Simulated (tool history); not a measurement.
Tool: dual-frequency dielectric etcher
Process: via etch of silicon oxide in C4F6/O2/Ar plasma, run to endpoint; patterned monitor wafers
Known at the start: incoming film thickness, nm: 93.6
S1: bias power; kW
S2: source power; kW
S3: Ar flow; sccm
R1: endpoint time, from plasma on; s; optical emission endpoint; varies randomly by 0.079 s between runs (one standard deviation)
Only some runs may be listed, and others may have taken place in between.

run  hour     S1     S2   S3      R1
  1   0.0  0.634  0.230  252  24.228
  2   5.3  0.634  0.230  269  24.512
  3   8.4  0.582  0.230  269  25.205
  4  11.1  0.631  0.240  266  24.092
  5  14.6  0.631  0.260  266  23.442
  6  21.2  0.631  0.230  266  24.366
  7  27.3  0.674  0.240  264  23.570
  8  29.9  0.706  0.250  262  22.883

Predict the results of run 9:
  9  31.4  0.706  0.250  262   ?

Run 9 measured R1 22.768 s.
